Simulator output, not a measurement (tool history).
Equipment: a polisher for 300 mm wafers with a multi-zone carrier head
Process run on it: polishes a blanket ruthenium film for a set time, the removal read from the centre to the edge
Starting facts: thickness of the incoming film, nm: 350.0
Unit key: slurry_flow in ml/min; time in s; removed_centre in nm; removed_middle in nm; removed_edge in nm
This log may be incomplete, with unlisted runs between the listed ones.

| run | hour | slurry_flow | centre_zone | middle_zone | edge_zone | time | removed_centre | removed_middle | removed_edge |
|---|---|---|---|---|---|---|---|---|---|
| 1 | 0 | 195 | 1 | 1 | 1 | 53 | 59.135 | 56.315 | 57.569 |
| 2 | 5 | 195 | 1 | 1 | 0.94 | 53 | 57.224 | 57.466 | 56.152 |
| 3 | 9.6 | 190 | 0.98 | 0.99 | 0.93 | 51 | 54.25 | 54.905 | 53.398 |
| 4 | 13.5 | 190 | 1.06 | 0.99 | 0.93 | 51 | 57.629 | 54.08 | 53.445 |
| 5 | 17.6 | 190 | 1.06 | 0.99 | 0.93 | 58 | 64.772 | 63.024 | 60.926 |
| 6 | 21.1 | 180 | 1.03 | 0.98 | 0.92 | 56 | 61.046 | 59.658 | 58.333 |

Estimate the outcome of run 7 from the log above:
| 7 | 26.2 | 170 | 1 | 0.98 | 0.93 | 54 | ? | ? | ? |

removed_centre: 57.269 nm
removed_middle: 56.244 nm
removed_edge: 55.672 nm
